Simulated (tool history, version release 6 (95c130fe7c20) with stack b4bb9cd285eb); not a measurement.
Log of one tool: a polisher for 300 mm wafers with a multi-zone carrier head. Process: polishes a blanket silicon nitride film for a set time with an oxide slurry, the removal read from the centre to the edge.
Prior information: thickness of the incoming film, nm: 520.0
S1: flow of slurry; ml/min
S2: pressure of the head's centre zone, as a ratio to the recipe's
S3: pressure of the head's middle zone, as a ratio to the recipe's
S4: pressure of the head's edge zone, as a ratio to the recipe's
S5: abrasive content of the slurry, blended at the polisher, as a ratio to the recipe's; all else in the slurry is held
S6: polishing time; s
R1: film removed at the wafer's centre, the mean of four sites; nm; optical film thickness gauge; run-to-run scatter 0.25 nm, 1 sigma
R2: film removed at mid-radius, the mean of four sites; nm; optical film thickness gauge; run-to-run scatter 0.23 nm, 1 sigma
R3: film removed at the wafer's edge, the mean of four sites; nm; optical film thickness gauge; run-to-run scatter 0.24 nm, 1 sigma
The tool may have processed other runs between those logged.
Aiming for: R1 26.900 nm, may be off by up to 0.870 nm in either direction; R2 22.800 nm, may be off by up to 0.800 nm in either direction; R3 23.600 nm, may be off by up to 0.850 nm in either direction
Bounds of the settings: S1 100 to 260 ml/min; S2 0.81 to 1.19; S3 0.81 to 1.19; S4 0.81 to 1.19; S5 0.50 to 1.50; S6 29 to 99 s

Run 1, day 0.000: S1 165 ml/min, S2 1.00, S3 1.00, S4 1.00, S5 1.00, S6 64 s. Result: R1 33.413 nm, R2 34.101 nm, R3 33.124 nm.
Run 2, day 0.362: S1 160 ml/min, S2 1.02, S3 0.95, S4 0.96, S5 0.85, S6 63 s. Result: R1 30.585 nm, R2 29.831 nm, R3 29.829 nm.
Run 3, day 0.642: S1 160 ml/min, S2 1.02, S3 0.95, S4 1.00, S5 0.85, S6 63 s. Result: R1 31.325 nm, R2 30.244 nm, R3 30.285 nm.
Run 4, day 0.958: S1 155 ml/min, S2 1.05, S3 0.92, S4 0.96, S5 0.75, S6 62 s. Result: R1 30.013 nm, R2 27.263 nm, R3 27.108 nm.
Run 5, day 1.062: S1 155 ml/min, S2 1.05, S3 0.92, S4 0.96, S5 0.65, S6 62 s. Result: R1 27.491 nm, R2 25.534 nm, R3 25.746 nm.
Run 6, day 1.417: S1 155 ml/min, S2 1.05, S3 0.92, S4 0.96, S5 0.65, S6 51 s. Result: R1 22.648 nm, R2 20.480 nm, R3 21.001 nm.
Run 7, day 1.479: S1 175 ml/min, S2 1.07, S3 0.92, S4 0.99, S5 0.65, S6 51 s. Result: R1 23.522 nm, R2 20.993 nm, R3 21.893 nm.
Run 8, day 1.825: S1 190 ml/min, S2 1.10, S3 0.93, S4 1.00, S5 0.65, S6 51 s. Result: R1 24.591 nm, R2 21.903 nm, R3 21.818 nm.
Run 9, day 1.912: S1 190 ml/min, S2 1.10, S3 0.93, S4 1.00, S5 0.65, S6 51 s. Result: R1 24.473 nm, R2 22.131 nm, R3 22.458 nm.
Run 10, day 2.246: S1 190 ml/min, S2 1.10, S3 0.93, S4 1.00, S5 0.65, S6 51 s. Result: R1 24.785 nm, R2 21.612 nm, R3 22.113 nm.
Run 11, day 2.546: S1 205 ml/min, S2 1.11, S3 0.93, S4 1.02, S5 0.65, S6 51 s. Result: R1 24.948 nm, R2 22.227 nm, R3 22.456 nm.
Run 12, day 2.704: S1 210 ml/min, S2 1.13, S3 0.92, S4 1.04, S5 0.65, S6 51 s. Result: R1 25.758 nm, R2 21.906 nm, R3 22.580 nm.
Run 13, day 2.875: S1 215 ml/min, S2 1.13, S3 0.92, S4 1.05, S5 0.65, S6 51 s. Result: R1 25.732 nm, R2 22.076 nm, R3 23.002 nm.

Exactly one of the 5 candidate moves below puts every result within its allowed miss. Which one?
Run A, day 3.046: S1 200 ml/min, S2 1.06, S3 0.83, S4 1.14, S5 0.65, S6 54 s. Result: R1 ?, R2 ?, R3 ?.
Run B, day 3.046: S1 250 ml/min, S2 1.19, S3 0.90, S4 1.18, S5 0.55, S6 57 s. Result: R1 ?, R2 ?, R3 ?.
Run C, day 3.046: S1 235 ml/min, S2 1.10, S3 0.94, S4 1.08, S5 0.75, S6 48 s. Result: R1 ?, R2 ?, R3 ?.
Run D, day 3.046: S1 235 ml/min, S2 1.15, S3 0.92, S4 1.04, S5 0.80, S6 47 s. Result: R1 ?, R2 ?, R3 ?.
Run E, day 3.046: S1 195 ml/min, S2 1.05, S3 0.82, S4 1.19, S5 0.55, S6 59 s. Result: R1 ?, R2 ?, R3 ?.

move      R1      R2      R3
   A  25.352  21.381  25.320
   B  28.070  22.730  25.662
   C  25.438  22.698  23.747
   D  26.580  22.516  23.495
   E  25.270  21.301  26.047
A: its largest miss is bigger than the last run's
B: takes the result that was furthest off past its target
C: its largest miss is bigger than the last run's
D: every result within its allowed miss
E: its largest miss is bigger than the last run's
Answer: D
